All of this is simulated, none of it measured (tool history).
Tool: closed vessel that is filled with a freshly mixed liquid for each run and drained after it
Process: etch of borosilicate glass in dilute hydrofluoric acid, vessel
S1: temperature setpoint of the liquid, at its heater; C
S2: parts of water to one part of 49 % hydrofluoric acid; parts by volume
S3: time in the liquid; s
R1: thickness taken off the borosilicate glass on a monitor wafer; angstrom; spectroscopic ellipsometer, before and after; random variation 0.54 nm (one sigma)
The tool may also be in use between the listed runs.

run  hour    S1   S2  S3      R1
  1     0    23   95  85  327.23
  2   6.5  24.5   95  85  351.08
  3    14  27.5   95  85   395.6
  4  16.3  27.5  115  85  313.19
  5  17.8    25  115  85  283.15
  6  23.3    25  115  85  287.33
  7  27.9  26.5  105  85  332.39
  8  29.5  27.5   95  85  394.12
  9  30.6  28.5   90  85  432.41

The next listed run, before its measurement:
 10  39.6  29  85  85   ?

{"run 10": {"R1": 468.11}}
